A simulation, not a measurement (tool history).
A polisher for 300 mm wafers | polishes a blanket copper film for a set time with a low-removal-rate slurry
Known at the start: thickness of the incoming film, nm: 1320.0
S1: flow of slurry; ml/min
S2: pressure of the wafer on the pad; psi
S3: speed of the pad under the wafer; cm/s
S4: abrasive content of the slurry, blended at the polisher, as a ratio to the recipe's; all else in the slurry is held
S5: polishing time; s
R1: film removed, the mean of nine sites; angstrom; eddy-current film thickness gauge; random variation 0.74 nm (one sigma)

Run 1, hour 0: S1 215 ml/min, S2 3 psi, S3 92 cm/s, S4 1, S5 49 s. Result: R1 1248.9 angstrom.
Run 2, hour 6.4: S1 170 ml/min, S2 3 psi, S3 92 cm/s, S4 1, S5 49 s. Result: R1 1188.7 angstrom.
Run 3, hour 13.9: S1 170 ml/min, S2 3 psi, S3 92 cm/s, S4 0.9, S5 49 s. Result: R1 1181.2 angstrom.
Run 4, hour 19.9: S1 165 ml/min, S2 2.8 psi, S3 92 cm/s, S4 0.9, S5 49 s. Result: R1 1128.8 angstrom.
Run 5, hour 24.1: S1 165 ml/min, S2 2.8 psi, S3 92 cm/s, S4 1, S5 49 s. Result: R1 1143.6 angstrom.
Run 6, hour 29.1: S1 165 ml/min, S2 2.8 psi, S3 110 cm/s, S4 1, S5 49 s. Result: R1 1283.9 angstrom.
Run 7, hour 31.2: S1 160 ml/min, S2 2.5 psi, S3 110 cm/s, S4 1, S5 49 s. Result: R1 1177.3 angstrom.
Run 8, hour 39.9: S1 160 ml/min, S2 2.3 psi, S3 110 cm/s, S4 1, S5 49 s. Result: R1 1101 angstrom.

The next listed run, before its measurement:
Run 9, hour 43.4: S1 160 ml/min, S2 2.1 psi, S3 110 cm/s, S4 1, S5 49 s. Result: R1 ?.

Run 9 gave R1 1047.8 angstrom.
